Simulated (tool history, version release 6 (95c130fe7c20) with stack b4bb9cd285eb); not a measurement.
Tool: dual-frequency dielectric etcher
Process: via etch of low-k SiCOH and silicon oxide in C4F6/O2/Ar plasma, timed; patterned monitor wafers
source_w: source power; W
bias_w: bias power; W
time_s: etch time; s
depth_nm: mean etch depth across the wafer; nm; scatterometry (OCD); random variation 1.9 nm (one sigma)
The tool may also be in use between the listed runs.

run 1 hour=0.0 | source_w=400 bias_w=173 time_s=123.0 | depth_nm=338.64
run 2 hour=5.5 | source_w=400 bias_w=202 time_s=123.0 | depth_nm=353.35
run 3 hour=9.8 | source_w=410 bias_w=203 time_s=123.0 | depth_nm=356.14
run 4 hour=14.6 | source_w=410 bias_w=203 time_s=123.0 | depth_nm=354.84
run 5 hour=15.4 | source_w=410 bias_w=190 time_s=123.0 | depth_nm=349.93
run 6 hour=19.9 | source_w=420 bias_w=192 time_s=123.0 | depth_nm=354.40
run 7 hour=23.8 | source_w=500 bias_w=204 time_s=123.5 | depth_nm=381.88
run 8 hour=29.0 | source_w=500 bias_w=205 time_s=123.5 | depth_nm=385.01

The next listed run, before its measurement:
run 9 hour=35.1 | source_w=500 bias_w=206 time_s=123.5 | depth_nm=?

Run 9 gave depth_nm 385.34 nm.

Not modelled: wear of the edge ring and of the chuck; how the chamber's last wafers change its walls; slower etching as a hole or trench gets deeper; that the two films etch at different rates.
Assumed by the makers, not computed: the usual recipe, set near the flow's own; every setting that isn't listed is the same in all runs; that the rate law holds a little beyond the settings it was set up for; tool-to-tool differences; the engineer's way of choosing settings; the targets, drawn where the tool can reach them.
